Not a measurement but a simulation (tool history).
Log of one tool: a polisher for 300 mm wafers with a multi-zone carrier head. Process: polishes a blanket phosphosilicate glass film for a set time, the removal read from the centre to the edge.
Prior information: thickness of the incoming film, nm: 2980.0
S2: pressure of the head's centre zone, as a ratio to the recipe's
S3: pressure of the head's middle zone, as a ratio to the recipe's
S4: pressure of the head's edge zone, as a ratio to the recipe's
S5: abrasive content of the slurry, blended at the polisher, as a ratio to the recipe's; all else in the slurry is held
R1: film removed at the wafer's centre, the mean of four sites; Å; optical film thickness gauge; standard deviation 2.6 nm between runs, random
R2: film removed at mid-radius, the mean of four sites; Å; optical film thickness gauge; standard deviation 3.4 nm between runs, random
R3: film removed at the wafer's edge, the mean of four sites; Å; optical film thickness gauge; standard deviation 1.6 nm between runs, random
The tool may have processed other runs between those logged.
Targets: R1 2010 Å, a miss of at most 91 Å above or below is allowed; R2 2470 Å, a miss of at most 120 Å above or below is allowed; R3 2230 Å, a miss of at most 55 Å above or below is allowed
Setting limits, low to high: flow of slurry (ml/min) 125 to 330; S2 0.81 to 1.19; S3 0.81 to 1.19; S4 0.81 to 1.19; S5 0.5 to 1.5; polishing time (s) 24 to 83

Run 1, hour 0: flow of slurry (ml/min) 210, S2 1, S3 1, S4 1, S5 1, polishing time (s) 53. Result: R1 3507 Å, R2 3435.6 Å, R3 3420.9 Å.
Run 2, hour 1.6: flow of slurry (ml/min) 210, S2 1.08, S3 1, S4 1, S5 1, polishing time (s) 53. Result: R1 3787.3 Å, R2 3469.9 Å, R3 3386.6 Å.
Run 3, hour 3: flow of slurry (ml/min) 210, S2 1.08, S3 1, S4 1, S5 1, polishing time (s) 44. Result: R1 3172.9 Å, R2 2935.2 Å, R3 2847.9 Å.
Run 4, hour 11.1: flow of slurry (ml/min) 165, S2 1.08, S3 1, S4 1, S5 1, polishing time (s) 44. Result: R1 3008.3 Å, R2 2755.8 Å, R3 2742.6 Å.
Run 5, hour 14.5: flow of slurry (ml/min) 160, S2 1.01, S3 1.03, S4 0.97, S5 0.9, polishing time (s) 44. Result: R1 2664.8 Å, R2 2711.4 Å, R3 2596.7 Å.
Run 6, hour 16.7: flow of slurry (ml/min) 195, S2 1.01, S3 1.03, S4 0.97, S5 0.9, polishing time (s) 44. Result: R1 2841.4 Å, R2 2776 Å, R3 2611.5 Å.
Run 7, hour 20.1: flow of slurry (ml/min) 175, S2 0.95, S3 1.05, S4 0.96, S5 0.85, polishing time (s) 44. Result: R1 2474.5 Å, R2 2721.8 Å, R3 2533.5 Å.
Run 8, hour 22.5: flow of slurry (ml/min) 165, S2 0.92, S3 1.05, S4 0.93, S5 0.8, polishing time (s) 44. Result: R1 2270.9 Å, R2 2574.8 Å, R3 2408.4 Å.
Run 9, hour 24.6: flow of slurry (ml/min) 160, S2 0.9, S3 1.06, S4 0.91, S5 0.8, polishing time (s) 44. Result: R1 2282.9 Å, R2 2573.1 Å, R3 2378.2 Å.
Run 10, hour 28.5: flow of slurry (ml/min) 155, S2 0.88, S3 1.07, S4 0.9, S5 0.8, polishing time (s) 44. Result: R1 2223.2 Å, R2 2622.5 Å, R3 2338.4 Å.
Run 11, hour 35: flow of slurry (ml/min) 140, S2 0.81, S3 1.02, S4 0.88, S5 0.75, polishing time (s) 44. Result: R1 1942.1 Å, R2 2394.6 Å, R3 2231.7 Å.

Which one of the following 5 next-run settings gets every result inside its allowed miss? There is exactly one.
Run A, hour 41.5: flow of slurry (ml/min) 125, S2 0.81, S3 1.12, S4 0.87, S5 0.95, polishing time (s) 38. Result: R1 ?, R2 ?, R3 ?.
Run B, hour 41.5: flow of slurry (ml/min) 155, S2 0.9, S3 1.12, S4 1.01, S5 0.65, polishing time (s) 45. Result: R1 ?, R2 ?, R3 ?.
Run C, hour 41.5: flow of slurry (ml/min) 125, S2 0.81, S3 0.99, S4 0.86, S5 0.8, polishing time (s) 42. Result: R1 ?, R2 ?, R3 ?.
Run D, hour 41.5: flow of slurry (ml/min) 125, S2 0.81, S3 0.9, S4 0.93, S5 0.95, polishing time (s) 39. Result: R1 ?, R2 ?, R3 ?.
Run E, hour 41.5: flow of slurry (ml/min) 125, S2 0.82, S3 1.03, S4 0.93, S5 0.7, polishing time (s) 45. Result: R1 ?, R2 ?, R3 ?.

move      R1      R2      R3
   A  1772.5  2462.5  2143.2
   B  1958.4  2433.2  2219.1
   C  1785.9    2236  2156.2
   D  1816.4    2101  2260.9
   E  1791.9  2290.3  2197.2
A: moves away from the targets compared with the last run
B: hits every target within its allowed miss
C: moves away from the targets compared with the last run
D: moves away from the targets compared with the last run
E: moves away from the targets compared with the last run
Move B is the one to make.

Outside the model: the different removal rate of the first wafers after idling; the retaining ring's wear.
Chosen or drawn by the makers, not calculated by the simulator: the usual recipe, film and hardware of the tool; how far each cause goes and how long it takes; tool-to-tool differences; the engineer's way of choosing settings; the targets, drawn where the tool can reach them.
